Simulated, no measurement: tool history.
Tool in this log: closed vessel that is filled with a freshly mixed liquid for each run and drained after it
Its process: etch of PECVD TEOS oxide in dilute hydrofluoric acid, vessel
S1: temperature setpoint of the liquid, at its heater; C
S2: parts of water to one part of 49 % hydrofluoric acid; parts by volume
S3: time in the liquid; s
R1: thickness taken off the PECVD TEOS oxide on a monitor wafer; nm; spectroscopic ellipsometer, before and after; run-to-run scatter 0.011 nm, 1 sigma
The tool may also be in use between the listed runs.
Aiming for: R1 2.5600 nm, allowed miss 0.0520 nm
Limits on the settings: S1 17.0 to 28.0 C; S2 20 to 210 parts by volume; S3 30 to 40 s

{"run": 1, "hour": 0.0, "S1": 20.0, "S2": 115, "S3": 40, "R1": 2.9164}
{"run": 2, "hour": 6.7, "S1": 20.0, "S2": 140, "S3": 40, "R1": 2.3308}
{"run": 3, "hour": 14.6, "S1": 20.0, "S2": 140, "S3": 30, "R1": 1.7386}
{"run": 4, "hour": 23.2, "S1": 20.0, "S2": 160, "S3": 30, "R1": 1.494}
{"run": 5, "hour": 26.4, "S1": 18.5, "S2": 160, "S3": 30, "R1": 1.4087}
{"run": 6, "hour": 33.6, "S1": 21.5, "S2": 155, "S3": 30, "R1": 1.6423}
{"run": 7, "hour": 38.8, "S1": 23.5, "S2": 145, "S3": 30, "R1": 1.913}
{"run": 8, "hour": 40.0, "S1": 25.0, "S2": 140, "S3": 30, "R1": 2.1212}
{"run": 9, "hour": 41.3, "S1": 26.0, "S2": 135, "S3": 30, "R1": 2.313}
{"run": 10, "hour": 49.8, "S1": 26.5, "S2": 135, "S3": 30, "R1": 2.3341}

Which one of the following 5 next-run settings gets every result inside its allowed miss? There is exactly one.
{"run": "A", "hour": 58.3, "S1": 28.0, "S2": 125, "S3": 30, "R1": "?"}
{"run": "B", "hour": 58.3, "S1": 28.0, "S2": 150, "S3": 35, "R1": "?"}
{"run": "C", "hour": 58.3, "S1": 26.0, "S2": 165, "S3": 35, "R1": "?"}
{"run": "D", "hour": 58.3, "S1": 26.5, "S2": 120, "S3": 30, "R1": "?"}
{"run": "E", "hour": 58.3, "S1": 28.0, "S2": 160, "S3": 40, "R1": "?"}

move=A R1=2.7024
move=B R1=2.5449
move=C R1=2.1103
move=D R1=2.6770
move=E R1=2.6929
A: takes the biggest miss from the last run beyond its target
B: hits every target within its allowed miss
C: the biggest miss grows against the last run
D: takes the biggest miss from the last run beyond its target
E: takes the biggest miss from the last run beyond its target
Go with B: it meets all targets.
